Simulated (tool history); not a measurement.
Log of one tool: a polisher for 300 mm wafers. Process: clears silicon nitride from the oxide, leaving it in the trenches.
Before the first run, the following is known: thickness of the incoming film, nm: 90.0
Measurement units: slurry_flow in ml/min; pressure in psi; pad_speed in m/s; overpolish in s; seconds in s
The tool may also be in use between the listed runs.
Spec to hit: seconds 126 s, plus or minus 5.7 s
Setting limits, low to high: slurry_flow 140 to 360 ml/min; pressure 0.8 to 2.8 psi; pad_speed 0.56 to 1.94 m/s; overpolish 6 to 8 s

| run | day | slurry_flow | pressure | pad_speed | overpolish | seconds |
|---|---|---|---|---|---|---|
| 1 | 0 | 230 | 1.8 | 1.24 | 8 | 156.1 |
| 2 | 0.217 | 230 | 1.5 | 1.24 | 8 | 183.17 |
| 3 | 0.242 | 230 | 1.5 | 0.92 | 8 | 249.62 |
| 4 | 0.321 | 230 | 1.7 | 0.92 | 8 | 215.71 |
| 5 | 0.604 | 230 | 1.8 | 0.92 | 8 | 201.31 |
| 6 | 0.975 | 230 | 1.9 | 0.92 | 8 | 188.05 |
| 7 | 1.138 | 230 | 2.4 | 0.96 | 8 | 146.54 |
| 8 | 1.171 | 230 | 2.4 | 0.96 | 8 | 148.27 |

Exercise: of the 4 proposed moves below, exactly one satisfies all targets within the stated allowed misses. Which move is it?
| A | 1.204 | 215 | 2.6 | 0.72 | 8 | ? |
| B | 1.204 | 140 | 2.3 | 0.94 | 6 | ? |
| C | 1.204 | 230 | 2.5 | 1.1 | 8 | ? |
| D | 1.204 | 215 | 2.3 | 0.8 | 8 | ? |

| move | seconds |
|---|---|
| A | 183.25 |
| B | 173 |
| C | 125.72 |
| D | 186.87 |
A: further off than the last run
B: further off than the last run
C: all results in spec
D: further off than the last run
C is the move that brings every result within its allowed miss.

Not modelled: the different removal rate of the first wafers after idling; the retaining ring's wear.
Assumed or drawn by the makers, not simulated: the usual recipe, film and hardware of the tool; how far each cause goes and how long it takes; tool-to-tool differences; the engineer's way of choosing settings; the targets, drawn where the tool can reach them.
